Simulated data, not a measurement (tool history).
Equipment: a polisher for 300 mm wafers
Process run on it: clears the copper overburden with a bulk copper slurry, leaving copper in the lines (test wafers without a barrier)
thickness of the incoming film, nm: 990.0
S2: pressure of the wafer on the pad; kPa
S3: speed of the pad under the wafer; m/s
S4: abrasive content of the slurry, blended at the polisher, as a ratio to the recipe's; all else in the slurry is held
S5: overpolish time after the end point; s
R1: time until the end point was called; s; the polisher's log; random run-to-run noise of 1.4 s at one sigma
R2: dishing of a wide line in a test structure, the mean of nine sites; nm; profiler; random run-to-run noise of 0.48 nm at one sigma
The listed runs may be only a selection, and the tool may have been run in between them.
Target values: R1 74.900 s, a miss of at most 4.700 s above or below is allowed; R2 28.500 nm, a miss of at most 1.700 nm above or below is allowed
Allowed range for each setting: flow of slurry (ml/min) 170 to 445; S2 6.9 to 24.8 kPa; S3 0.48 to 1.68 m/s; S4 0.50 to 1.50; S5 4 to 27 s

Run 1, hour 0.0: flow of slurry (ml/min) 285, S2 15.9 kPa, S3 1.08 m/s, S4 1.00, S5 14 s. Result: R1 118.890 s, R2 55.058 nm.
Run 2, hour 8.3: flow of slurry (ml/min) 285, S2 11.7 kPa, S3 1.08 m/s, S4 1.00, S5 14 s. Result: R1 158.140 s, R2 42.083 nm.
Run 3, hour 16.0: flow of slurry (ml/min) 315, S2 11.0 kPa, S3 1.18 m/s, S4 1.10, S5 12 s. Result: R1 149.420 s, R2 37.926 nm.
Run 4, hour 22.1: flow of slurry (ml/min) 340, S2 11.0 kPa, S3 1.26 m/s, S4 1.15, S5 11 s. Result: R1 136.110 s, R2 36.846 nm.
Run 5, hour 30.7: flow of slurry (ml/min) 310, S2 11.0 kPa, S3 1.26 m/s, S4 1.15, S5 11 s. Result: R1 142.100 s, R2 38.433 nm.
Run 6, hour 39.3: flow of slurry (ml/min) 310, S2 14.5 kPa, S3 1.26 m/s, S4 1.15, S5 11 s. Result: R1 108.550 s, R2 46.164 nm.
Run 7, hour 43.4: flow of slurry (ml/min) 335, S2 13.8 kPa, S3 1.34 m/s, S4 1.20, S5 10 s. Result: R1 110.290 s, R2 44.572 nm.
Run 8, hour 45.4: flow of slurry (ml/min) 355, S2 13.8 kPa, S3 1.40 m/s, S4 1.25, S5 9 s. Result: R1 103.920 s, R2 43.036 nm.
Run 9, hour 52.1: flow of slurry (ml/min) 370, S2 13.8 kPa, S3 1.46 m/s, S4 1.30, S5 8 s. Result: R1 94.850 s, R2 40.891 nm.
Run 10, hour 60.5: flow of slurry (ml/min) 385, S2 13.8 kPa, S3 1.50 m/s, S4 1.35, S5 7 s. Result: R1 92.464 s, R2 37.779 nm.
Run 11, hour 67.4: flow of slurry (ml/min) 395, S2 13.8 kPa, S3 1.54 m/s, S4 1.40, S5 6 s. Result: R1 85.687 s, R2 35.004 nm.
Run 12, hour 75.1: flow of slurry (ml/min) 405, S2 13.8 kPa, S3 1.56 m/s, S4 1.40, S5 6 s. Result: R1 84.750 s, R2 33.641 nm.
Run 13, hour 82.9: flow of slurry (ml/min) 410, S2 13.8 kPa, S3 1.58 m/s, S4 1.40, S5 6 s. Result: R1 86.106 s, R2 35.130 nm.
Run 14, hour 85.7: flow of slurry (ml/min) 415, S2 13.8 kPa, S3 1.60 m/s, S4 1.40, S5 6 s. Result: R1 85.107 s, R2 35.476 nm.
Run 15, hour 86.9: flow of slurry (ml/min) 445, S2 12.4 kPa, S3 1.68 m/s, S4 1.50, S5 4 s. Result: R1 87.533 s, R2 24.021 nm.

Of the 4 settings listed for the next run, only one would bring every result within its allowed miss of target. Which one?
Run A, hour 88.1: flow of slurry (ml/min) 445, S2 12.4 kPa, S3 1.68 m/s, S4 1.50, S5 6 s. Result: R1 ?, R2 ?.
Run B, hour 88.1: flow of slurry (ml/min) 330, S2 15.2 kPa, S3 1.64 m/s, S4 1.50, S5 5 s. Result: R1 ?, R2 ?.
Run C, hour 88.1: flow of slurry (ml/min) 415, S2 12.4 kPa, S3 1.66 m/s, S4 1.50, S5 6 s. Result: R1 ?, R2 ?.
Run D, hour 88.1: flow of slurry (ml/min) 435, S2 16.5 kPa, S3 1.54 m/s, S4 1.40, S5 4 s. Result: R1 ?, R2 ?.

move      R1      R2
   A  87.068  33.876
   B  74.783  33.513
   C  88.443  33.433
   D  72.783  28.395
A: lands further from the targets than the last run did
B: gets the furthest-off result to its target, but another result is out of tolerance
C: lands further from the targets than the last run did
D: hits every target within its allowed miss
Go with D: it meets all targets.
